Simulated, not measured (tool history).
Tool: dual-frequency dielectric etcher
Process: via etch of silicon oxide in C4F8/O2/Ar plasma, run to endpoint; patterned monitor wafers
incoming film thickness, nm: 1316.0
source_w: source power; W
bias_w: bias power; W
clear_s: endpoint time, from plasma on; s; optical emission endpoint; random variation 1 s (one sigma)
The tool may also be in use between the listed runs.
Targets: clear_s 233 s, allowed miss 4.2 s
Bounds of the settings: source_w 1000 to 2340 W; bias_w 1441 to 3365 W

| run | day | source_w | bias_w | clear_s |
|---|---|---|---|---|
| 1 | 0 | 1670 | 2403 | 262.6 |
| 2 | 0.342 | 1720 | 2416 | 256.84 |
| 3 | 0.558 | 1720 | 2824 | 249.59 |
| 4 | 0.838 | 1720 | 3181 | 244.89 |
| 5 | 1.012 | 1510 | 3181 | 254.16 |
| 6 | 1.121 | 1260 | 3181 | 269.19 |
| 7 | 1.229 | 1600 | 3361 | 246.9 |
| 8 | 1.325 | 1600 | 3361 | 245.13 |
| 9 | 1.638 | 1620 | 3361 | 243.1 |
| 10 | 1.892 | 1640 | 3361 | 243 |

4 next moves are on the table. One of them brings every result within its allowed miss. Which?
| A | 2.146 | 1800 | 2687 | ? |
| B | 2.146 | 2060 | 3365 | ? |
| C | 2.146 | 2030 | 3365 | ? |
| D | 2.146 | 1840 | 3365 | ? |

| move | clear_s |
|---|---|
| A | 247.44 |
| B | 224.07 |
| C | 225.26 |
| D | 233.31 |
A: further off than the last run
B: takes the result that was furthest off past its target
C: takes the result that was furthest off past its target
D: meets every target
Answer: D

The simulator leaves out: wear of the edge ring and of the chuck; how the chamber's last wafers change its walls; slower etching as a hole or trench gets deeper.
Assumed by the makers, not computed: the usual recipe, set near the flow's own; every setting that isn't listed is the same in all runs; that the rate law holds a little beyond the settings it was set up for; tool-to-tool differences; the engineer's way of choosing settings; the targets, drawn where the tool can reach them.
